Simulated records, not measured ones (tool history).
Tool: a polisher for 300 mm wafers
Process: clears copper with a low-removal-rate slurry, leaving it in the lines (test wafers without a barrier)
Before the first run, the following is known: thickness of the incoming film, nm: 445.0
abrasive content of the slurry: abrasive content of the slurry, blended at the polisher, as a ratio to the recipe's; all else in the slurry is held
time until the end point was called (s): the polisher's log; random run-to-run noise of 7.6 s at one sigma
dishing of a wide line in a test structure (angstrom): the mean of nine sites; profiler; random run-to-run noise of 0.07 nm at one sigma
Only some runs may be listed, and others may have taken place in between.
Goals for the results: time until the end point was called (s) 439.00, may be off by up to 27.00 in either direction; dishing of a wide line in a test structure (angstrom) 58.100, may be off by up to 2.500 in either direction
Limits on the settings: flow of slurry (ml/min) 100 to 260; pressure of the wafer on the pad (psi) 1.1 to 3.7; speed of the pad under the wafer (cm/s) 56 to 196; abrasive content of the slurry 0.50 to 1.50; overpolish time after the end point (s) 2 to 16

run,hour,flow of slurry (ml/min),pressure of the wafer on the pad (psi),speed of the pad under the wafer (cm/s),abrasive content of the slurry,overpolish time after the end point (s),time until the end point was called (s),dishing of a wide line in a test structure (angstrom)
1,0.0,165,2.4,126,1.00,8,168.99,164.070
2,3.8,165,2.4,126,1.15,8,162.75,176.220
3,12.3,165,2.0,126,1.15,8,194.53,146.080
4,20.5,165,1.7,108,1.10,8,273.51,108.740
5,28.9,165,1.7,108,0.95,8,286.12,102.130
6,35.3,165,2.2,108,0.95,8,221.59,129.600
7,41.4,170,1.9,100,0.90,8,273.32,106.090
8,48.5,175,1.7,96,0.85,8,312.23,88.426
# hour 49.5: head pressure recalibrated
9,49.5,180,1.5,94,0.85,8,390.71,74.858
10,51.3,180,1.3,92,0.85,6,469.78,48.402
11,54.7,180,1.3,92,0.90,6,439.98,48.575
12,59.5,175,1.3,92,0.90,6,457.22,49.938
13,67.8,165,1.3,92,0.90,6,467.62,48.228
14,74.8,160,1.3,92,0.90,6,457.34,48.322

Which single option among these 4 for the next run brings every result within its allowed miss of target? Just one does.
A,81.8,145,1.1,112,0.90,5,?,?
B,81.8,205,1.4,82,1.00,7,?,?
C,81.8,210,1.1,96,1.10,5,?,?
D,81.8,155,1.1,114,0.95,5,?,?

move,time until the end point was called (s),dishing of a wide line in a test structure (angstrom)
A,436.50,41.322
B,433.61,57.912
C,452.94,39.853
D,417.62,43.149
A: moves away from the targets compared with the last run
B: hits every target within its allowed miss
C: moves away from the targets compared with the last run
D: moves away from the targets compared with the last run
B meets every target.
